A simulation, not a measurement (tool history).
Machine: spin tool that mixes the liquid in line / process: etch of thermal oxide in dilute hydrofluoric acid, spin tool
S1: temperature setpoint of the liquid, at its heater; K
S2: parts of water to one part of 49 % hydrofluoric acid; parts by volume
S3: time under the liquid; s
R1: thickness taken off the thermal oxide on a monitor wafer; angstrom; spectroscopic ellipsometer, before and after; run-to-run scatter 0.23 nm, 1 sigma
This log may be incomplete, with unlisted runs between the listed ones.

Run 1, hour 0.0: S1 293.15 K, S2 235 parts by volume, S3 320 s. Result: R1 45.698 angstrom.
Run 2, hour 6.7: S1 293.15 K, S2 160 parts by volume, S3 320 s. Result: R1 72.334 angstrom.
Run 3, hour 8.0: S1 293.15 K, S2 100 parts by volume, S3 320 s. Result: R1 124.780 angstrom.
Run 4, hour 11.9: S1 293.15 K, S2 100 parts by volume, S3 340 s. Result: R1 130.510 angstrom.
Run 5, hour 20.6: S1 293.15 K, S2 100 parts by volume, S3 340 s. Result: R1 128.670 angstrom.
Run 6, hour 27.8: S1 291.65 K, S2 100 parts by volume, S3 340 s. Result: R1 124.140 angstrom.
Run 7, hour 31.4: S1 295.65 K, S2 45 parts by volume, S3 340 s. Result: R1 341.410 angstrom.
Run 8, hour 34.6: S1 295.15 K, S2 45 parts by volume, S3 340 s. Result: R1 347.410 angstrom.
Run 9, hour 37.9: S1 295.15 K, S2 45 parts by volume, S3 340 s. Result: R1 334.830 angstrom.
Run 10, hour 40.1: S1 294.65 K, S2 45 parts by volume, S3 340 s. Result: R1 326.010 angstrom.

For run 11, what comes out?
Run 11, hour 47.4: S1 294.15 K, S2 45 parts by volume, S3 340 s. Result: R1 ?.

R1: 318.810 angstrom
